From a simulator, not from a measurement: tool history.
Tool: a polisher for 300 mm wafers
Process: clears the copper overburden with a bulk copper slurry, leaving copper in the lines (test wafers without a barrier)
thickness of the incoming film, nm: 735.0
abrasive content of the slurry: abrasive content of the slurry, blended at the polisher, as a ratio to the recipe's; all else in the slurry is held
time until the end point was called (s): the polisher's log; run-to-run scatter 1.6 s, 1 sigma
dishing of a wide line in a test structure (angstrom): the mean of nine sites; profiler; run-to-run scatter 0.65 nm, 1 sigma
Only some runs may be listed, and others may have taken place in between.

run  hour  flow of slurry (ml/min)  pressure of the wafer on the pad (psi)  speed of the pad under the wafer (cm/s)  abrasive content of the slurry  overpolish time after the end point (s)  time until the end point was called (s)  dishing of a wide line in a test structure (angstrom)
  1   0.0                      235                                     1.8                                      128                             1.0                                       24                                  116.860                                                 387.08
  2   2.6                      235                                     1.8                                      128                             1.1                                       24                                  119.430                                                 406.95
  3   9.7                      235                                     1.8                                      132                             1.0                                       21                                  115.500                                                 382.23
  4  12.7                      235                                     1.8                                      160                             1.0                                       21                                   97.968                                                 396.84
  5  13.4                      235                                     1.6                                      160                             1.0                                       21                                  107.370                                                 378.98
  6  21.0                      235                                     1.6                                      178                             1.0                                       21                                   99.292                                                 390.40

Forecast run 7:
  7  23.0                      250                                     1.6                                      182                             0.9                                       18                                        ?                                                      ?

time until the end point was called (s): 97.363
dishing of a wide line in a test structure (angstrom): 382.35
